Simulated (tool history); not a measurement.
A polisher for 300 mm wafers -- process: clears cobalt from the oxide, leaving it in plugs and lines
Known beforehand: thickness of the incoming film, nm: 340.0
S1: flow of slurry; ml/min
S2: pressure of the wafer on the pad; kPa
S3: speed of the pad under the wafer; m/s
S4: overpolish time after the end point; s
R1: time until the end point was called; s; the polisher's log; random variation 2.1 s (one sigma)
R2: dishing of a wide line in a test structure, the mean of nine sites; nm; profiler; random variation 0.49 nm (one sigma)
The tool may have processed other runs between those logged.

{"run": 1, "hour": 0.0, "S1": 215, "S2": 14.5, "S3": 1.0, "S4": 23, "R1": 81.019, "R2": 43.593}
{"run": 2, "hour": 1.7, "S1": 195, "S2": 14.5, "S3": 1.0, "S4": 23, "R1": 82.443, "R2": 42.965}
{"run": 3, "hour": 7.1, "S1": 195, "S2": 11.0, "S3": 1.0, "S4": 23, "R1": 106.12, "R2": 37.021}
{"run": 4, "hour": 15.1, "S1": 180, "S2": 10.3, "S3": 1.0, "S4": 19, "R1": 113.76, "R2": 34.413}
{"hour": 18.8, "done": "head pressure recalibrated"}
{"run": 5, "hour": 18.8, "S1": 180, "S2": 10.3, "S3": 1.0, "S4": 15, "R1": 106.5, "R2": 30.355}
{"run": 6, "hour": 19.9, "S1": 180, "S2": 10.3, "S3": 1.0, "S4": 25, "R1": 102.19, "R2": 38.535}
{"run": 7, "hour": 23.2, "S1": 170, "S2": 9.7, "S3": 1.0, "S4": 21, "R1": 113.79, "R2": 36.809}
{"run": 8, "hour": 31.7, "S1": 185, "S2": 9.0, "S3": 0.98, "S4": 19, "R1": 121.11, "R2": 32.843}
{"run": 9, "hour": 36.0, "S1": 210, "S2": 8.3, "S3": 0.98, "S4": 16, "R1": 131.57, "R2": 27.998}
{"run": 10, "hour": 44.3, "S1": 215, "S2": 8.3, "S3": 0.98, "S4": 14, "R1": 129.67, "R2": 25.979}
{"run": 11, "hour": 46.2, "S1": 220, "S2": 8.3, "S3": 0.98, "S4": 13, "R1": 129.5, "R2": 24.035}

Run 12 comes next. What will it give?
{"run": 12, "hour": 48.2, "S1": 225, "S2": 8.3, "S3": 0.98, "S4": 13, "R1": "?", "R2": "?"}

Run 12 measured R1 130.330 s, R2 23.793 nm.
